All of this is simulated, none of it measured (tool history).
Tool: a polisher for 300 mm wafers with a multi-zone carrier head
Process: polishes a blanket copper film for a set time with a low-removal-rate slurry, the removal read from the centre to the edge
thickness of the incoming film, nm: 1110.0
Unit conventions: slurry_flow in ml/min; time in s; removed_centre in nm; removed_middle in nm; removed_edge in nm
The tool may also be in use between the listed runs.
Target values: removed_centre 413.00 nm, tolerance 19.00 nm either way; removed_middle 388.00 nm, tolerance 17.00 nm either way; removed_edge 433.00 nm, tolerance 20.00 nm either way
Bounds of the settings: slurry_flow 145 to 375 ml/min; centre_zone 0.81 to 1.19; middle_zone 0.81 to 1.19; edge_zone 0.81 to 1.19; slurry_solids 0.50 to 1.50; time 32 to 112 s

run,hour,slurry_flow,centre_zone,middle_zone,edge_zone,slurry_solids,time,removed_centre,removed_middle,removed_edge
1,0.0,240,1.00,1.00,1.00,1.00,72,293.86,307.64,311.28
2,6.0,260,1.00,1.00,1.00,1.00,72,296.69,308.45,317.48
3,8.3,275,1.03,1.00,1.04,1.15,74,330.27,333.95,345.89
4,16.4,275,1.03,1.00,0.98,1.15,74,330.36,323.98,328.40
5,24.1,280,1.05,0.99,1.04,1.25,76,351.14,350.32,363.38
6,25.0,285,1.08,0.98,1.08,1.30,77,365.29,351.63,383.88
7,33.1,285,1.08,0.98,1.08,1.30,77,370.83,348.58,382.62
8,40.9,290,1.09,0.99,1.11,1.35,78,393.28,359.64,381.83
9,43.4,290,1.08,0.98,1.11,1.40,80,394.92,372.24,405.35

Exercise: of the 4 proposed moves below, exactly one satisfies all targets within the stated allowed misses. Which move is it?
A,45.9,290,1.04,0.94,1.06,1.30,88,?,?,?
B,45.9,240,0.87,0.83,1.04,1.40,91,?,?,?
C,45.9,255,0.99,0.93,1.11,1.30,83,?,?,?
D,45.9,375,1.14,1.18,1.11,1.20,77,?,?,?

move,removed_centre,removed_middle,removed_edge
A,413.58,389.10,417.23
B,355.24,362.03,428.86
C,365.25,358.45,398.32
D,399.67,414.25,371.60
A: in spec on every target
B: gets the furthest-off result to its target, but another result is out of tolerance
C: further off than the last run
D: further off than the last run
Answer: A

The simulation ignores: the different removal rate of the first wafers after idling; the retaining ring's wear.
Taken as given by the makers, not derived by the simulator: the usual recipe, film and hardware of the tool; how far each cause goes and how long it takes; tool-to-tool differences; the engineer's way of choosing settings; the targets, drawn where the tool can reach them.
